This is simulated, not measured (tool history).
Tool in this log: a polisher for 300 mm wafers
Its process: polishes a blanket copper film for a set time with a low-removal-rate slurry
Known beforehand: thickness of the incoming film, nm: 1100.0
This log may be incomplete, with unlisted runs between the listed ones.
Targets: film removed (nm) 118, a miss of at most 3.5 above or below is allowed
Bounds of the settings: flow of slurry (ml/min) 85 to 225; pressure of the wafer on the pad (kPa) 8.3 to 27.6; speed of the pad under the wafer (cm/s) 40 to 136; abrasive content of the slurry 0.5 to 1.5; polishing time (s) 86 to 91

run	hour	flow of slurry (ml/min)	pressure of the wafer on the pad (kPa)	speed of the pad under the wafer (cm/s)	abrasive content of the slurry	polishing time (s)	film removed (nm)
1	0	145	17.9	88	1	86	182.79
2	5.6	145	17.9	72	1	86	160.46
3	6.9	140	16.5	72	1	86	148.04
4	9.4	120	16.5	72	1	86	147.12
5	12.2	120	17.9	72	1	86	155.02
6	15.9	120	17.9	72	1.15	86	162.89
7	17.9	120	15.9	72	1.15	86	143.6
8	18.7	120	14.5	72	1.15	86	133.12
9	23.1	120	13.8	72	1.15	86	125.33

4 next moves are on the table. One of them brings every result within its allowed miss. Which?
A	27.5	125	12.4	84	1.1	86	?
B	27.5	125	11.7	84	1.2	91	?
C	27.5	130	14.5	64	1.1	87	?
D	27.5	145	15.2	58	0.95	86	?

move	film removed (nm)
A	123.38
B	126.58
C	123.43
D	117.67
A: moves toward the targets from the last run without getting all of them in spec
B: its largest miss is bigger than the last run's
C: moves toward the targets from the last run without getting all of them in spec
D: hits every target within its allowed miss
Correct choice: D, which meets every target
